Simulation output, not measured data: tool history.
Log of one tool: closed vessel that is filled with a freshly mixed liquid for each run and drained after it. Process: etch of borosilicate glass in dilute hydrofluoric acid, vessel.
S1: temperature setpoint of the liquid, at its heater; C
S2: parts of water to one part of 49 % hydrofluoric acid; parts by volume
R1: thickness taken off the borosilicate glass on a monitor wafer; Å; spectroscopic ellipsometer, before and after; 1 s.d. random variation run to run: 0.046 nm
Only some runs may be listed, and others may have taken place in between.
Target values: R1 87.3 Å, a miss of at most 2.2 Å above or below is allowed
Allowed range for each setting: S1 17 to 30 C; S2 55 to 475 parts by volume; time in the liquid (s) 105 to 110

Run 1, day 0: S1 22 C, S2 265 parts by volume, time in the liquid (s) 105. Result: R1 96.573 Å.
Run 2, day 0.279: S1 22 C, S2 265 parts by volume, time in the liquid (s) 110. Result: R1 99.763 Å.
Run 3, day 0.354: S1 21.5 C, S2 265 parts by volume, time in the liquid (s) 110. Result: R1 99.428 Å.
Run 4, day 0.592: S1 21 C, S2 265 parts by volume, time in the liquid (s) 110. Result: R1 96.772 Å.
Run 5, day 0.679: S1 21 C, S2 325 parts by volume, time in the liquid (s) 110. Result: R1 74.839 Å.
Run 6, day 0.992: S1 22 C, S2 325 parts by volume, time in the liquid (s) 110. Result: R1 77.353 Å.
Run 7, day 1.104: S1 22.5 C, S2 325 parts by volume, time in the liquid (s) 110. Result: R1 78.12 Å.
Run 8, day 1.296: S1 22.5 C, S2 325 parts by volume, time in the liquid (s) 110. Result: R1 79.63 Å.
Run 9, day 1.479: S1 23 C, S2 325 parts by volume, time in the liquid (s) 110. Result: R1 80.644 Å.
Run 10, day 1.704: S1 23.5 C, S2 325 parts by volume, time in the liquid (s) 110. Result: R1 81.937 Å.
Run 11, day 1.75: S1 24 C, S2 325 parts by volume, time in the liquid (s) 110. Result: R1 83.496 Å.

5 candidate next runs follow, results not yet known. Just one meets every target within its allowed miss. Identify it.
Run A, day 1.796: S1 25 C, S2 340 parts by volume, time in the liquid (s) 110. Result: R1 ?.
Run B, day 1.796: S1 23.5 C, S2 285 parts by volume, time in the liquid (s) 105. Result: R1 ?.
Run C, day 1.796: S1 20.5 C, S2 260 parts by volume, time in the liquid (s) 105. Result: R1 ?.
Run D, day 1.796: S1 24 C, S2 315 parts by volume, time in the liquid (s) 110. Result: R1 ?.
Run E, day 1.796: S1 24 C, S2 330 parts by volume, time in the liquid (s) 110. Result: R1 ?.

move      R1
   A    81.3
   B  92.732
   C  93.399
   D  86.881
   E  81.754
A: misses by more than the last run did
B: carries the result that was furthest off beyond its target, to the other side
C: carries the result that was furthest off beyond its target, to the other side
D: hits every target within its allowed miss
E: misses by more than the last run did
Go with D: it meets all targets.
